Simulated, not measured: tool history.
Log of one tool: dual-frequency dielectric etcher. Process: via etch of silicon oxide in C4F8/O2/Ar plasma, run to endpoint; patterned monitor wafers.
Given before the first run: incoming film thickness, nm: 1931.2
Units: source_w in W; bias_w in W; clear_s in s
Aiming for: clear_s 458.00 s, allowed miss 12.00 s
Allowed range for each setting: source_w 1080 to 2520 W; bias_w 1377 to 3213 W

run	hour	source_w	bias_w	clear_s
1	0.0	1800	2295	385.92
2	6.8	1800	2114	391.14
3	12.0	1710	2070	402.89
4	19.9	1640	2038	408.45
5	24.0	1900	2038	390.57
6	24.9	2170	2038	367.85
7	25.7	2040	1973	380.37
8	34.5	1930	1916	392.54
9	42.4	1840	1870	395.07

Of the 5 settings listed for the next run, only one would bring every result within its allowed miss of target. Which one?
A	50.3	1440	1650	?
B	50.3	1510	1782	?
C	50.3	1890	1454	?
D	50.3	2520	2201	?
E	50.3	2340	2308	?

move	clear_s
A	451.83
B	435.69
C	417.11
D	338.63
E	344.65
A: all results in spec
B: closer than the last run, but not yet in spec
C: closer than the last run, but not yet in spec
D: the biggest miss grows against the last run
E: the biggest miss grows against the last run
Move A is the one to make.

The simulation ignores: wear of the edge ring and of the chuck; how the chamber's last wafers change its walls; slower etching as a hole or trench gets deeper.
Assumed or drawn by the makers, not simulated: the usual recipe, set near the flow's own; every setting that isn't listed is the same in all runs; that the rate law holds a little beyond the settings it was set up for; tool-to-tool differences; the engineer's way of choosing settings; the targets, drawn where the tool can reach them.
